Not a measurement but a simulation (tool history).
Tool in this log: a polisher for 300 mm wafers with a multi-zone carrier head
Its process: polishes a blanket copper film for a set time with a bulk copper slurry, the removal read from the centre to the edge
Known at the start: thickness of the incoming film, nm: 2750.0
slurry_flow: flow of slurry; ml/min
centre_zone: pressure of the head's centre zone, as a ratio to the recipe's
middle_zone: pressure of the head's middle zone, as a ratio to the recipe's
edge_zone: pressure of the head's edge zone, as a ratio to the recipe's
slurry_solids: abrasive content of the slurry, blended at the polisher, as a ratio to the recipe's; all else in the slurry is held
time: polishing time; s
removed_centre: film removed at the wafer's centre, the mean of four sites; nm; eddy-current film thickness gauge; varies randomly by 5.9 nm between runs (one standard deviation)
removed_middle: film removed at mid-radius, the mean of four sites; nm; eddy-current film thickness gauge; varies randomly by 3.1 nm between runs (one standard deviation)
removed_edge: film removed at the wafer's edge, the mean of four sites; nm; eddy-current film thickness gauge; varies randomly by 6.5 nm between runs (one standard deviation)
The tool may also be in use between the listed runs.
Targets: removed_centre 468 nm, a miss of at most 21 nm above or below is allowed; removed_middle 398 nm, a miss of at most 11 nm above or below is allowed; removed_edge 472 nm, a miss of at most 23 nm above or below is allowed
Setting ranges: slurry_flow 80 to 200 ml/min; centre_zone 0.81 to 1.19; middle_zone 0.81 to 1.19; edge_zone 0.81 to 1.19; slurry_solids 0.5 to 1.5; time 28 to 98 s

run,hour,slurry_flow,centre_zone,middle_zone,edge_zone,slurry_solids,time,removed_centre,removed_middle,removed_edge
1,0,130,1,1,1,1,63,478.92,487.23,508.14
2,4.5,130,1,1,1,0.8,63,464.23,473.09,487.75
3,11.9,130,1,1.03,1,0.8,63,460.06,477.67,487.27
4,19.3,130,1,1.03,1.04,0.8,63,465.54,476.25,493.31
5,19.9,155,1,1.03,1.04,0.8,63,488.9,503.25,512.32
# hour 26.9: slurry nozzle cleaned
6,26.9,155,1.05,1.03,1.04,0.8,63,515.76,533.23,515.55
7,31.9,145,1.05,0.98,1.03,0.8,63,525.01,492.15,497.47
8,35.3,135,1.04,0.97,1.04,0.8,63,529.29,484.86,509.67
9,37.8,125,1.03,0.96,1.03,0.8,63,499.71,478.53,493.81
10,40.5,120,1.02,0.93,1.06,0.75,62,479.47,448.5,504.91

Exactly one of the 4 candidate moves below puts every result within its allowed miss. Which one?
A,43.2,80,1,0.81,1.11,0.75,67,?,?,?
B,43.2,130,0.99,0.81,0.96,0.8,60,?,?,?
C,43.2,95,1.03,1.03,1.01,0.85,54,?,?,?
D,43.2,120,1.02,0.82,1.13,0.7,65,?,?,?

move,removed_centre,removed_middle,removed_edge
A,467.2,401.14,525.82
B,462.02,395.57,473.8
C,410.25,414.72,421.42
D,499.48,419.74,536.39
A: brings the last run's worst result on target, with another outside its allowed miss
B: all results land within tolerance of their targets
C: gains on the last run, yet a result remains outside its allowed miss
D: gains on the last run, yet a result remains outside its allowed miss
Move B is the one to make.
